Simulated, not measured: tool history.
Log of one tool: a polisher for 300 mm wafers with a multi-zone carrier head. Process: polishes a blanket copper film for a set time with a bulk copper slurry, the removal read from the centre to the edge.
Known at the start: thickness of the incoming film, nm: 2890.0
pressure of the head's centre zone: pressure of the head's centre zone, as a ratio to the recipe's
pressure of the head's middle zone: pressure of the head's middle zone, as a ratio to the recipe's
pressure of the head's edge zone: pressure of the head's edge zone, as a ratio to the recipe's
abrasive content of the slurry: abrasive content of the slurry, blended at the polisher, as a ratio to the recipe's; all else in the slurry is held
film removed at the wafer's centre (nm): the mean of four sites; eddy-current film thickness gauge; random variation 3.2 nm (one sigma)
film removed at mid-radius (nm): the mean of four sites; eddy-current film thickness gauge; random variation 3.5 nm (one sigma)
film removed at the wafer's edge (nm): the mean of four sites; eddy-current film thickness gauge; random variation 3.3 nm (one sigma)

run,day,flow of slurry (ml/min),pressure of the head's centre zone,pressure of the head's middle zone,pressure of the head's edge zone,abrasive content of the slurry,polishing time (s),film removed at the wafer's centre (nm),film removed at mid-radius (nm),film removed at the wafer's edge (nm)
1,0.000,120,1.00,1.00,1.00,1.00,64,564.74,573.30,577.22
2,0.067,120,1.00,1.00,1.08,1.00,64,555.18,576.58,590.57
3,0.358,115,0.98,1.03,1.03,0.85,55,462.26,494.53,478.40
4,0.379,115,0.98,1.03,1.03,0.85,49,402.91,440.72,430.45
5,0.692,115,0.98,1.03,1.03,0.85,41,346.56,363.83,360.58
6,0.983,115,0.98,1.03,1.03,0.70,41,330.36,352.41,346.41

Forecast run 7:
7,1.038,110,0.96,1.04,1.01,0.65,41,?,?,?

{"run 7": {"film removed at the wafer's centre (nm)": 321.67, "film removed at mid-radius (nm)": 355.85, "film removed at the wafer's edge (nm)": 336.36}}
